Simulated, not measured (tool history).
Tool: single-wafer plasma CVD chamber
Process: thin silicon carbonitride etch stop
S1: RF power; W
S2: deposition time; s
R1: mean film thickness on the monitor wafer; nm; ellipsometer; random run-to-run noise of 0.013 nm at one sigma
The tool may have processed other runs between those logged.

run 1 hour=0.0 | S1=180 S2=9.62 | R1=5.0755
run 2 hour=5.3 | S1=180 S2=9.14 | R1=4.8197
run 3 hour=6.8 | S1=185 S2=9.23 | R1=4.9022
run 4 hour=9.7 | S1=195 S2=9.23 | R1=4.9890
run 5 hour=13.2 | S1=195 S2=9.79 | R1=5.2834
run 6 hour=19.4 | S1=195 S2=9.10 | R1=4.9018
run 7 hour=24.9 | S1=200 S2=9.20 | R1=5.0042
run 8 hour=29.9 | S1=205 S2=9.28 | R1=5.0990
-- hour=32.8 RF generator calibrated
run 9 hour=32.8 | S1=205 S2=9.28 | R1=5.1427

Forecast run 10:
run 10 hour=40.4 | S1=210 S2=9.31 | R1=?

For run 10 the tool returned R1 5.2401 nm.
